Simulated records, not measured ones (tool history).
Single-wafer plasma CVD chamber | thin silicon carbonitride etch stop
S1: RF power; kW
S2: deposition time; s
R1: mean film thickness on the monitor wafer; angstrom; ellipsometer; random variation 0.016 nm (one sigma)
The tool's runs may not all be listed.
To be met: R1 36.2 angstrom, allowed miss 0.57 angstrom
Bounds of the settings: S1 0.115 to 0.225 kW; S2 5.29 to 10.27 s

run 1 hour=0 | S1=0.17 S2=7.78 | R1=42.835
run 2 hour=0.6 | S1=0.165 S2=7.65 | R1=41.526
run 3 hour=2.7 | S1=0.14 S2=7.65 | R1=39.901
run 4 hour=10.4 | S1=0.12 S2=7.65 | R1=38.712
run 5 hour=14.6 | S1=0.12 S2=8.46 | R1=42.963
run 6 hour=21.5 | S1=0.12 S2=8.24 | R1=41.502
-- hour=23 thermocouple changed; heater temperature recalibrated
run 7 hour=23 | S1=0.12 S2=8.24 | R1=41.446
run 8 hour=26.2 | S1=0.12 S2=8.06 | R1=40.723
run 9 hour=33.7 | S1=0.12 S2=7.91 | R1=39.788
run 10 hour=34.6 | S1=0.12 S2=7.8 | R1=39.213
run 11 hour=42.9 | S1=0.12 S2=7.71 | R1=39.294
run 12 hour=44.2 | S1=0.115 S2=6.97 | R1=34.941

5 next moves are on the table. One of them brings every result within its allowed miss. Which?
run A hour=45.5 | S1=0.12 S2=6.92 | R1=?
run B hour=45.5 | S1=0.125 S2=7.35 | R1=?
run C hour=45.5 | S1=0.12 S2=7.42 | R1=?
run D hour=45.5 | S1=0.125 S2=6.86 | R1=?
run E hour=45.5 | S1=0.115 S2=7.24 | R1=?

move=A R1=35.073
move=B R1=37.608
move=C R1=37.607
move=D R1=35.101
move=E R1=36.336
A: nearer than the last run, and not there yet
B: takes the result that was furthest off past its target
C: takes the result that was furthest off past its target
D: nearer than the last run, and not there yet
E: meets every target
The right move is E.

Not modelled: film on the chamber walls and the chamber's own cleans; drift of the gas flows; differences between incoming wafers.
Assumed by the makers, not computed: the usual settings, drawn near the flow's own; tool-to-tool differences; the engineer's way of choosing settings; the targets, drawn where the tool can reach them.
